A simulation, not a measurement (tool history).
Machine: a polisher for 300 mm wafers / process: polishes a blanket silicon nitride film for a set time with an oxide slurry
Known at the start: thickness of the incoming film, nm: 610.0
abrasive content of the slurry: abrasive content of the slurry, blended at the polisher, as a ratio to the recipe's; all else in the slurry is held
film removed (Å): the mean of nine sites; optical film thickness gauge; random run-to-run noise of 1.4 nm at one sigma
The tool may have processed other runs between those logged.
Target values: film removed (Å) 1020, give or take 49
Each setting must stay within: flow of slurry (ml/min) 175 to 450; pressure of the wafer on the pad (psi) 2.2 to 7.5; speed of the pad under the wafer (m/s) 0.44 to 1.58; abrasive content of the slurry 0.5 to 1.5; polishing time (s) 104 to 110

| run | hour | flow of slurry (ml/min) | pressure of the wafer on the pad (psi) | speed of the pad under the wafer (m/s) | abrasive content of the slurry | polishing time (s) | film removed (Å) |
|---|---|---|---|---|---|---|---|
| 1 | 0 | 290 | 4.8 | 1 | 1 | 104 | 781.8 |
| 2 | 7.8 | 290 | 5.1 | 1 | 1 | 104 | 812.52 |
| 3 | 11.6 | 250 | 5.1 | 1 | 1 | 104 | 814.41 |
| 4 | 15.2 | 250 | 5.1 | 0.9 | 1 | 104 | 739.88 |
| 5 | 23.2 | 250 | 5.5 | 0.9 | 1 | 104 | 788.85 |
| 6 | 25.3 | 250 | 5.5 | 1.1 | 1 | 104 | 907.68 |
| 7 | 26.4 | 250 | 5.7 | 1.1 | 1 | 104 | 946.61 |
| 8 | 30.4 | 250 | 5.8 | 1.1 | 1 | 104 | 972.67 |

Exactly one of the 4 candidate moves below puts every result within its allowed miss. Which one?
| A | 34.4 | 230 | 5.5 | 1.08 | 1 | 104 | ? |
| B | 34.4 | 200 | 6.5 | 1 | 0.85 | 105 | ? |
| C | 34.4 | 290 | 6 | 1.04 | 1.05 | 107 | ? |
| D | 34.4 | 290 | 5.9 | 0.96 | 1 | 104 | ? |

| move | film removed (Å) |
|---|---|
| A | 881.64 |
| B | 883.73 |
| C | 1010.3 |
| D | 889.64 |
A: moves away from the targets compared with the last run
B: moves away from the targets compared with the last run
C: hits every target within its allowed miss
D: moves away from the targets compared with the last run
Go with C: it meets all targets.
